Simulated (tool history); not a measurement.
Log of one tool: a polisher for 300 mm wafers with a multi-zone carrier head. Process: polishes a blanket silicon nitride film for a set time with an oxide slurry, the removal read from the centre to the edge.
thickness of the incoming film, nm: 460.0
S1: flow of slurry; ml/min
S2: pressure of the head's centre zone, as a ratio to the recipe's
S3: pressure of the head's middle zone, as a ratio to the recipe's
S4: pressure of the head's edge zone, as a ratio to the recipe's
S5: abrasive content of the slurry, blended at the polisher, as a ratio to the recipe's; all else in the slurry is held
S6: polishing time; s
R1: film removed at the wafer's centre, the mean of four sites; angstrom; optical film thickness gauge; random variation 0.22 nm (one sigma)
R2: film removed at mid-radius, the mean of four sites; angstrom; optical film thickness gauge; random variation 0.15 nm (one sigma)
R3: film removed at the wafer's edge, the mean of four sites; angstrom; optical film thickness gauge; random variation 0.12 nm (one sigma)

run  hour   S1    S2    S3    S4    S5  S6      R1      R2      R3
  1     0  150     1     1     1     1  36   170.7  166.09  167.58
  2   6.2  145  1.01  1.01  0.96  0.95  36  158.41  160.12  158.84
  3  10.2  145  1.01  1.01  0.96  1.15  36  183.56  179.91  177.78
  4    15  145  1.01  1.01  0.96  1.15  30  152.94  154.14  148.87
  5  21.8  145  1.03  1.01  0.93  1.15  30   156.8  153.57  149.03
  6  23.7  145  1.05  1.02  0.91  1.15  30  163.18  156.03  145.64
  7  30.6  140  1.05  1.02   0.9  1.15  30   156.4  149.58  145.53

Run 8 comes next. What will it give?
  8  36.9  145  1.06  1.03  0.89  1.15  30   ?   ?   ?

Run 8 gave R1 160.6 angstrom, R2 155.39 angstrom, R3 144.52 angstrom.

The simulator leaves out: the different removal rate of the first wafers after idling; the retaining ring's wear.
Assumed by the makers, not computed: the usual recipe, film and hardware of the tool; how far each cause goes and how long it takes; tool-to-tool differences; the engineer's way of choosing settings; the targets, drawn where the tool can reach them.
